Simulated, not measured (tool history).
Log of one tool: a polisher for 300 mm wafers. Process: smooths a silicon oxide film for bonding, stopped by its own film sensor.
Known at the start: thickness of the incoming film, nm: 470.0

run  hour  flow of slurry (ml/min)  pressure of the wafer on the pad (psi)  speed of the pad under the wafer (m/s)  abrasive content of the slurry  target thickness at which the film sensor stops the polish (angstrom)  time until the film sensor stopped the polish (s)
  1     0                      275                                     2.3                                    1.04                               1                                                                   3680                                             118.59
  2   4.9                      275                                     1.9                                    1.04                               1                                                                   3680                                             147.86
  3   6.4                      275                                     1.9                                     0.9                               1                                                                   3680                                             155.11
  4  14.4                      235                                     1.9                                     0.9                               1                                                                   3680                                             159.27
  5    21                      235                                     2.2                                    0.92                               1                                                                   3680                                             137.37
  6  26.6                      235                                     1.7                                    0.92                               1                                                                   3680                                             176.02
  7  30.8                      235                                     2.3                                    1.02                               1                                                                   3680                                             125.17
  8  34.3                      240                                     2.5                                    1.04                               1                                                                   3680                                             114.39

Run 9 comes next. What will it give?
  9    41                      245                                     2.7                                    1.06                               1                                                                   3680                                                  ?

Run 9 gave time until the film sensor stopped the polish (s) 102.09.
